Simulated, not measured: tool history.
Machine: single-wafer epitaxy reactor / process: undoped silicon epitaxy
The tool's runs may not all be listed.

run,day,wafer temperature setpoint (pyrometer-controlled) (°C),deposition time (s),mean film thickness on the monitor wafer (angstrom)
1,0,665,217,583.2
2,0.25,658,210,478.35
3,0.454,653,208,415.42
4,0.804,653,239,478.74
5,1.008,660,239,568.38
6,1.112,654,231,472.67
7,1.358,650,226,418.14
8,1.512,647,223,385.62
9,1.617,645,220,363.67
10,1.771,644,217,345.42

Expected results for the next run?
# day 1.817: pyrometer calibrated
11,1.817,643,216,?

mean film thickness on the monitor wafer (angstrom): 297.18
